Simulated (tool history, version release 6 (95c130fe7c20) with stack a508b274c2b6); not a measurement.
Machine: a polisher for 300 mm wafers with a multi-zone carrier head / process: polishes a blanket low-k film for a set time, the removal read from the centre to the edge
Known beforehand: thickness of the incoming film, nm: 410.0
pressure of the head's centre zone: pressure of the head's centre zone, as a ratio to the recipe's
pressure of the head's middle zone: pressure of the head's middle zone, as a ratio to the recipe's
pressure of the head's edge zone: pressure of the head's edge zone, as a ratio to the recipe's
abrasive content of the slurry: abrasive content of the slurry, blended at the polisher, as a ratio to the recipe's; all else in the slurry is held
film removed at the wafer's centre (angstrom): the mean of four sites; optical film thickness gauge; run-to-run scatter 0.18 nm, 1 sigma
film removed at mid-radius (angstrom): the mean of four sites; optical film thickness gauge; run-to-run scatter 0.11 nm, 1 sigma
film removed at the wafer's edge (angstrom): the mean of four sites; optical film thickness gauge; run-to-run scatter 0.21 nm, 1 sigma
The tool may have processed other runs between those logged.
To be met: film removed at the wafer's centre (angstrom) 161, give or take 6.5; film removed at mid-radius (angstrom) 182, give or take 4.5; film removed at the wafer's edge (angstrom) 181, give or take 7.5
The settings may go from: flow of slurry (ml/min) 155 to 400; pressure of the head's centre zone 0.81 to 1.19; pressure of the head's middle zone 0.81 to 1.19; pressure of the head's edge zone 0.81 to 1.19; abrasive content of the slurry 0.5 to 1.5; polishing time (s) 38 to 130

run	hour	flow of slurry (ml/min)	pressure of the head's centre zone	pressure of the head's middle zone	pressure of the head's edge zone	abrasive content of the slurry	polishing time (s)	film removed at the wafer's centre (angstrom)	film removed at mid-radius (angstrom)	film removed at the wafer's edge (angstrom)
1	0	255	1	1	1	1	84	288.06	284.53	295.61
2	6.3	250	0.98	1	0.98	0.95	82	264.9	273.26	281.4
3	13.7	250	0.98	1	0.94	0.95	82	265.9	274.58	271.04
4	17.2	245	0.96	0.99	0.93	0.9	80	248.68	261.15	260.7
5	23.9	245	0.96	0.99	1	0.9	80	252.42	261.3	265.05
# hour 31.2: slurry nozzle cleaned
6	31.2	245	0.9	0.99	1	0.9	80	248.3	274.55	274.72
7	32.5	240	0.89	0.97	0.98	0.85	78	237.91	262.07	261.97
8	35	235	0.88	0.96	0.98	0.8	75	216.94	241.52	247.02
9	41.7	230	0.88	0.96	0.96	0.75	74	206.4	231.83	236.68
10	43.3	230	0.89	0.96	0.94	0.7	73	207.7	223.14	227.99
11	51.2	225	0.88	0.96	0.93	0.65	72	192.55	213.56	212.34
12	56.6	220	0.87	0.95	0.92	0.65	71	182.66	207.96	211.07
13	60.3	215	0.88	0.95	0.91	0.65	71	190.18	207.41	211.54
14	64.5	230	0.83	0.94	0.84	0.5	65	149.3	173.81	171.21
15	66.6	230	0.83	0.94	0.85	0.5	65	145.28	173.4	172.49
16	70.7	290	0.91	0.95	0.88	0.55	65	175.54	185.35	178.5
17	74.1	285	0.9	0.95	0.88	0.55	65	171.59	185.39	180.41

Which of these 4 next moves meets every target?
A	77.5	325	0.96	0.99	0.93	0.5	64	?	?	?
B	77.5	305	0.99	0.89	0.92	0.5	67	?	?	?
C	77.5	370	0.86	0.95	0.93	0.5	65	?	?	?
D	77.5	320	0.94	0.88	0.82	0.5	70	?	?	?

move	film removed at the wafer's centre (angstrom)	film removed at mid-radius (angstrom)	film removed at the wafer's edge (angstrom)
A	177.03	184.51	180.11
B	189.77	181.22	187.2
C	162.93	185.41	184.6
D	189.16	189.18	189.81
A: its largest miss is bigger than the last run's
B: its largest miss is bigger than the last run's
C: all results in spec
D: its largest miss is bigger than the last run's
So the answer is move C, the one that meets all the targets.
